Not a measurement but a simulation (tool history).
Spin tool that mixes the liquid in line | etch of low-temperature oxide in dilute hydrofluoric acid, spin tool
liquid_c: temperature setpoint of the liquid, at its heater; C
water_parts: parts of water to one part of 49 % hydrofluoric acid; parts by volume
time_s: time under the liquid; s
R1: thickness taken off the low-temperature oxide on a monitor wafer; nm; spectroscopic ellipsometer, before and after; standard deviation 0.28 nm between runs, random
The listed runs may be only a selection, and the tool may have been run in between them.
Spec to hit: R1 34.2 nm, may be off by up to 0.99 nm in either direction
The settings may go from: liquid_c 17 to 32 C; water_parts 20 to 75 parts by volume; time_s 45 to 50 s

run 1 day=0 | liquid_c=24 water_parts=45 time_s=45 | R1=26.229
run 2 day=0.167 | liquid_c=25.5 water_parts=45 time_s=45 | R1=27.866
run 3 day=0.521 | liquid_c=26.5 water_parts=45 time_s=45 | R1=29.175
run 4 day=0.721 | liquid_c=27.5 water_parts=45 time_s=45 | R1=29.918
run 5 day=0.954 | liquid_c=24 water_parts=45 time_s=45 | R1=25.927
run 6 day=1.179 | liquid_c=24 water_parts=45 time_s=50 | R1=28.996
run 7 day=1.496 | liquid_c=25 water_parts=45 time_s=50 | R1=30.405
run 8 day=1.817 | liquid_c=25.5 water_parts=45 time_s=50 | R1=30.981
run 9 day=1.838 | liquid_c=26 water_parts=45 time_s=50 | R1=31.445
run 10 day=1.908 | liquid_c=26.5 water_parts=45 time_s=50 | R1=31.891
run 11 day=1.942 | liquid_c=27 water_parts=45 time_s=50 | R1=32.87

Which of these 4 next moves meets every target?
run A day=1.975 | liquid_c=28 water_parts=45 time_s=50 | R1=?
run B day=1.975 | liquid_c=26.5 water_parts=45 time_s=50 | R1=?
run C day=1.975 | liquid_c=23 water_parts=40 time_s=50 | R1=?
run D day=1.975 | liquid_c=26 water_parts=40 time_s=45 | R1=?

move=A R1=33.844
move=B R1=31.859
move=C R1=31.245
move=D R1=31.832
A: every result lands within tolerance
B: moves away from the targets compared with the last run
C: moves away from the targets compared with the last run
D: moves away from the targets compared with the last run
A is the move that brings every result within its allowed miss.
